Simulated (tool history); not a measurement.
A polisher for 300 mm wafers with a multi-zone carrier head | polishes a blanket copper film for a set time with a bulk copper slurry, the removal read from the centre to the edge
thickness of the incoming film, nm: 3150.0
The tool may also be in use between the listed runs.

run,hour,flow of slurry (ml/min),pressure of the head's centre zone,pressure of the head's middle zone,pressure of the head's edge zone,abrasive content of the slurry,polishing time (s),film removed at the wafer's centre (Å),film removed at mid-radius (Å),film removed at the wafer's edge (Å)
1,0,220,1,1,1,1,56,4445.9,4374,4597.8
2,2,235,1.02,1.05,1.03,1.15,59,4984.2,5038.6,5132.9
3,7,235,1.02,1.05,1.03,1.3,59,5119.7,5290.1,5344.1
4,8.4,245,1.04,1.08,1.06,1.35,61,5486.6,5709.5,5716.3
5,17.4,245,1.04,1.14,1.06,1.35,61,5488.8,5905.4,5700.6
6,22.4,245,1.04,1.14,1.14,1.35,61,5533.9,5961.9,5849.7

Run 7 comes next. What will it give?
# hour 30.8: slurry nozzle cleaned
7,30.8,260,1.06,1.15,1.14,1.4,63,?,?,?

{"run 7": {"film removed at the wafer's centre (Å)": 6363.1, "film removed at mid-radius (Å)": 6617.3, "film removed at the wafer's edge (Å)": 6436.2}}
